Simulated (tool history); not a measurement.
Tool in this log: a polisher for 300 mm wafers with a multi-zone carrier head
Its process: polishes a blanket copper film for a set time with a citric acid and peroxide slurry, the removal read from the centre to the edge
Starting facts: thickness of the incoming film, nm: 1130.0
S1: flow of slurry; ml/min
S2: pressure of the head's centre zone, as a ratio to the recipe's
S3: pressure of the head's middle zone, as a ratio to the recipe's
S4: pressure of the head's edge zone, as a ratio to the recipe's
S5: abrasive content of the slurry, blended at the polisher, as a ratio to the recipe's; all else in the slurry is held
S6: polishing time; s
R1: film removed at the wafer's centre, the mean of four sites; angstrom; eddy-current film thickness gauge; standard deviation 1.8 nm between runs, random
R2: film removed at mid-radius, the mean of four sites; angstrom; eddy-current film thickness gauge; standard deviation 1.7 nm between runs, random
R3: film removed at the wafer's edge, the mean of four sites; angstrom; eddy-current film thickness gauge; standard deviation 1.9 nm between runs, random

run	day	S1	S2	S3	S4	S5	S6	R1	R2	R3
1	0.000	160	1.00	1.00	1.00	1.00	79	1410.0	1379.3	1388.6
2	0.050	170	1.02	1.03	1.00	1.05	81	1496.8	1485.8	1453.6
3	0.096	170	1.02	1.03	1.07	1.05	81	1520.2	1500.8	1497.5
4	0.200	180	1.04	1.05	1.06	1.10	82	1621.7	1571.2	1534.2
5	0.408	190	1.05	1.07	1.05	1.15	83	1652.9	1638.0	1571.1
6	0.667	210	1.05	1.07	1.05	1.15	83	1686.0	1664.5	1567.6

Run 7 comes next. What will it give?
7	0.717	245	1.12	1.17	1.03	1.40	92	?	?	?

R1: 2161.9 angstrom
R2: 2200.2 angstrom
R3: 1874.0 angstrom

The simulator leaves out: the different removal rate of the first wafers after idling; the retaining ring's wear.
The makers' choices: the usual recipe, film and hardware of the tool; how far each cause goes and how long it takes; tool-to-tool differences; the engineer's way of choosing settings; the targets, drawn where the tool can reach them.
